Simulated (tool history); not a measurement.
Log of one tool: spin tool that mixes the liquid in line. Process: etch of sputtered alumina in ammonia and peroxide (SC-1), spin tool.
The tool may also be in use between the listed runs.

run	hour	temperature setpoint of the liquid (K)	parts of 29 % ammonia solution to one part of 30 % peroxide (parts by volume)	time under the liquid (s)	thickness taken off the sputtered alumina on a monitor wafer (nm)
1	0	323.15	0.45	220	14.842
2	2.8	323.15	0.35	220	14.679
3	10.8	325.65	0.35	220	16.991
4	14.4	325.65	0.35	240	18.579
5	19.3	321.65	0.35	240	14.729
6	20	323.65	0.35	240	16.559
7	27.2	325.15	0.35	240	17.905
8	29.3	326.15	0.35	240	18.984

Run 9 comes next. What will it give?
9	30	327.15	0.35	240	?

Run 9 gave thickness taken off the sputtered alumina on a monitor wafer (nm) 19.955.
